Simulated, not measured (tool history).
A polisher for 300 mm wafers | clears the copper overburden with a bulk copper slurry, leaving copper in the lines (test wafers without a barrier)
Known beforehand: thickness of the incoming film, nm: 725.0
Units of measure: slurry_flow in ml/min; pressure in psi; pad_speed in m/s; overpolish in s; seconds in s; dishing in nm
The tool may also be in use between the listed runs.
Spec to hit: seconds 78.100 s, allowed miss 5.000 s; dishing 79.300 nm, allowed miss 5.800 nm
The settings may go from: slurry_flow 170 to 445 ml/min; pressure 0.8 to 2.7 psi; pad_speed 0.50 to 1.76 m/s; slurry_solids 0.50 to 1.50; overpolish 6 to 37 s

| run | hour | slurry_flow | pressure | pad_speed | slurry_solids | overpolish | seconds | dishing |
|---|---|---|---|---|---|---|---|---|
| 1 | 0.0 | 285 | 1.7 | 1.12 | 1.00 | 19 | 136.570 | 50.296 |
| 2 | 7.9 | 285 | 1.7 | 1.12 | 1.00 | 24 | 134.610 | 60.941 |
| 3 | 8.4 | 285 | 1.9 | 1.14 | 1.00 | 23 | 119.570 | 63.002 |
| 4 | 10.1 | 285 | 2.1 | 1.16 | 1.00 | 23 | 104.520 | 66.831 |
| 5 | 11.1 | 285 | 2.2 | 1.18 | 1.00 | 23 | 101.540 | 73.046 |
| 6 | 12.5 | 285 | 2.3 | 1.20 | 1.00 | 22 | 95.468 | 73.652 |
| 7 | 15.6 | 285 | 2.4 | 1.22 | 1.00 | 21 | 91.290 | 75.287 |
| 8 | 19.7 | 285 | 2.7 | 1.26 | 1.00 | 18 | 78.494 | 70.824 |

5 candidate next runs follow, results not yet known. Just one meets every target within its allowed miss. Identify it.
| A | 23.8 | 310 | 2.7 | 1.20 | 0.95 | 15 | ? | ? |
| B | 23.8 | 170 | 2.6 | 1.36 | 1.10 | 14 | ? | ? |
| C | 23.8 | 355 | 2.2 | 1.56 | 0.95 | 12 | ? | ? |
| D | 23.8 | 320 | 2.6 | 1.16 | 1.00 | 15 | ? | ? |
| E | 23.8 | 275 | 2.6 | 1.28 | 1.05 | 21 | ? | ? |

| move | seconds | dishing |
|---|---|---|
| A | 83.299 | 62.076 |
| B | 80.313 | 60.508 |
| C | 77.886 | 54.644 |
| D | 88.031 | 59.628 |
| E | 80.296 | 76.358 |
A: misses by more than the last run did
B: misses by more than the last run did
C: misses by more than the last run did
D: misses by more than the last run did
E: in spec on every target
E meets every target.
